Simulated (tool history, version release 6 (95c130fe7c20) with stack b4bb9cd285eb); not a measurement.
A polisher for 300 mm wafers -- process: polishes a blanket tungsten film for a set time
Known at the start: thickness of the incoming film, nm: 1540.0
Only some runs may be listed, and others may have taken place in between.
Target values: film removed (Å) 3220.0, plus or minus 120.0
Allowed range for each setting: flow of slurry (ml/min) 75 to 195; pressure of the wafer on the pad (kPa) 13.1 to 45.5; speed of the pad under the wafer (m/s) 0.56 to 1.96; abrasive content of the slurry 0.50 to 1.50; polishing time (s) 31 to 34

| run | hour | flow of slurry (ml/min) | pressure of the wafer on the pad (kPa) | speed of the pad under the wafer (m/s) | abrasive content of the slurry | polishing time (s) | film removed (Å) |
|---|---|---|---|---|---|---|---|
| 1 | 0.0 | 125 | 29.0 | 1.26 | 1.00 | 34 | 2427.7 |
| 2 | 3.0 | 125 | 29.0 | 0.98 | 1.00 | 34 | 1864.4 |
| 3 | 4.7 | 130 | 33.1 | 0.98 | 1.00 | 34 | 2050.3 |
| 4 | 6.3 | 130 | 33.1 | 0.98 | 1.00 | 31 | 1879.4 |
| 5 | 11.6 | 130 | 37.2 | 1.06 | 1.00 | 31 | 2211.5 |
| 6 | 15.3 | 130 | 37.2 | 1.06 | 1.00 | 34 | 2389.0 |
| 7 | 23.5 | 155 | 45.5 | 1.08 | 1.00 | 34 | 2876.8 |
| 8 | 28.6 | 155 | 45.5 | 1.12 | 1.00 | 34 | 3042.1 |
| 9 | 33.1 | 155 | 45.5 | 1.14 | 1.00 | 34 | 3039.4 |

Exercise: of the 5 proposed moves below, exactly one satisfies all targets within the stated allowed misses. Which move is it?
| A | 37.6 | 120 | 45.5 | 1.36 | 1.05 | 34 | ? |
| B | 37.6 | 150 | 45.5 | 1.14 | 1.15 | 34 | ? |
| C | 37.6 | 160 | 45.5 | 1.28 | 1.05 | 34 | ? |
| D | 37.6 | 170 | 44.1 | 1.34 | 1.00 | 34 | ? |
| E | 37.6 | 155 | 44.1 | 1.46 | 0.85 | 34 | ? |

| move | film removed (Å) |
|---|---|
| A | 3530.3 |
| B | 3193.8 |
| C | 3498.7 |
| D | 3550.1 |
| E | 3584.8 |
A: carries the result that was furthest off beyond its target, to the other side
B: all results in spec
C: carries the result that was furthest off beyond its target, to the other side
D: carries the result that was furthest off beyond its target, to the other side
E: carries the result that was furthest off beyond its target, to the other side
Correct choice: B, which meets every target
